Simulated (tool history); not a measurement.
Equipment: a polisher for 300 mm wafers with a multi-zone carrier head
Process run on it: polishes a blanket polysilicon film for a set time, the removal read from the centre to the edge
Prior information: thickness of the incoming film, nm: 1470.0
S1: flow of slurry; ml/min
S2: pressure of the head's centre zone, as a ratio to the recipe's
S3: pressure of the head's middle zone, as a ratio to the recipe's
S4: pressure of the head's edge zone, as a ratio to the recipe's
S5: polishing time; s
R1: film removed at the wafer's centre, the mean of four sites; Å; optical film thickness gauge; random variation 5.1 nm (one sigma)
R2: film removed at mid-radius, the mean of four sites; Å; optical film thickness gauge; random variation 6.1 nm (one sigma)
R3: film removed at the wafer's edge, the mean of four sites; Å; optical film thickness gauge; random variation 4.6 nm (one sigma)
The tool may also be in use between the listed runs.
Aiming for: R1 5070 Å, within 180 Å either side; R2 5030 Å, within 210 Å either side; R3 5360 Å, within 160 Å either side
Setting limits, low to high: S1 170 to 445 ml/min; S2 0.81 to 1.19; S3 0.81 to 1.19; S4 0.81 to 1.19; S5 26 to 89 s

{"run": 1, "hour": 0.0, "S1": 285, "S2": 1, "S3": 1, "S4": 1, "S5": 57, "R1": 3737.4, "R2": 3633.5, "R3": 3709.7}
{"run": 2, "hour": 1.5, "S1": 285, "S2": 1, "S3": 0.93, "S4": 1, "S5": 57, "R1": 3763.2, "R2": 3416.6, "R3": 3695.4}
{"run": 3, "hour": 3.3, "S1": 285, "S2": 0.97, "S3": 0.93, "S4": 1, "S5": 57, "R1": 3581.5, "R2": 3480.1, "R3": 3704.6}
{"run": 4, "hour": 8.1, "S1": 285, "S2": 0.89, "S3": 0.93, "S4": 1, "S5": 57, "R1": 3339.5, "R2": 3354.2, "R3": 3732.7}
{"run": 5, "hour": 14.2, "S1": 290, "S2": 0.92, "S3": 0.95, "S4": 1.03, "S5": 61, "R1": 3671.2, "R2": 3700.3, "R3": 4037.7}
{"run": 6, "hour": 16.1, "S1": 290, "S2": 0.94, "S3": 0.96, "S4": 1.05, "S5": 65, "R1": 3949.5, "R2": 4079, "R3": 4367.7}
{"run": 7, "hour": 21.4, "S1": 295, "S2": 0.97, "S3": 0.96, "S4": 1.07, "S5": 67, "R1": 4251.6, "R2": 4178.5, "R3": 4544.8}
{"run": 8, "hour": 22.2, "S1": 300, "S2": 0.98, "S3": 0.97, "S4": 1.09, "S5": 69, "R1": 4476.2, "R2": 4254.7, "R3": 4747.7}
{"run": 9, "hour": 28.8, "S1": 300, "S2": 0.99, "S3": 0.99, "S4": 1.1, "S5": 70, "R1": 4620.7, "R2": 4510.8, "R3": 4816.8}
{"run": 10, "hour": 31.8, "S1": 305, "S2": 0.99, "S3": 1, "S4": 1.11, "S5": 71, "R1": 4714.8, "R2": 4518.2, "R3": 4864.9}

4 next moves are on the table. One of them brings every result within its allowed miss. Which?
{"run": "A", "hour": 34.8, "S1": 245, "S2": 1, "S3": 1.02, "S4": 1.1, "S5": 80, "R1": "?", "R2": "?", "R3": "?"}
{"run": "B", "hour": 34.8, "S1": 260, "S2": 0.81, "S3": 1, "S4": 1.15, "S5": 81, "R1": "?", "R2": "?", "R3": "?"}
{"run": "C", "hour": 34.8, "S1": 320, "S2": 0.9, "S3": 1.18, "S4": 1, "S5": 67, "R1": "?", "R2": "?", "R3": "?"}
{"run": "D", "hour": 34.8, "S1": 305, "S2": 0.94, "S3": 0.92, "S4": 1.16, "S5": 73, "R1": "?", "R2": "?", "R3": "?"}

move=A R1=5134.9 R2=5048.8 R3=5452.2
move=B R1=4239.2 R2=5070.8 R3=5681.7
move=C R1=4005.5 R2=4943.4 R3=4449.5
move=D R1=4527.3 R2=4336.7 R3=5220.8
A: each result inside its tolerance
B: takes the biggest miss from the last run beyond its target
C: further off than the last run
D: the worst result of the last run now meets its target, but another is out of spec
Go with A: it meets all targets.
